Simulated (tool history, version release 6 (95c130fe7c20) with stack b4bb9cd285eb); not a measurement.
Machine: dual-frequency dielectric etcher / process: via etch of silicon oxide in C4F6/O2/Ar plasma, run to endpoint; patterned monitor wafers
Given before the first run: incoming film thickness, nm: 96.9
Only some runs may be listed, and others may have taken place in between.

run  hour  bias power (kW)  source power (kW)  Ar flow (sccm)  endpoint time (s)
  1   0.0            0.330              0.380             329             26.048
  2   1.2            0.330              0.440             329             25.177
  3   4.7            0.330              0.390             329             25.981
  4   6.9            0.299              0.380             331             26.797
  5  12.4            0.299              0.450             331             26.031
  6  16.5            0.273              0.430             337             27.310
  7  18.1            0.255              0.430             338             27.466
  8  22.7            0.240              0.420             343             28.453
  9  30.3            0.230              0.420             344             28.809

The next listed run, before its measurement:
 10  32.6            0.222              0.420             345                  ?

endpoint time (s): 29.228

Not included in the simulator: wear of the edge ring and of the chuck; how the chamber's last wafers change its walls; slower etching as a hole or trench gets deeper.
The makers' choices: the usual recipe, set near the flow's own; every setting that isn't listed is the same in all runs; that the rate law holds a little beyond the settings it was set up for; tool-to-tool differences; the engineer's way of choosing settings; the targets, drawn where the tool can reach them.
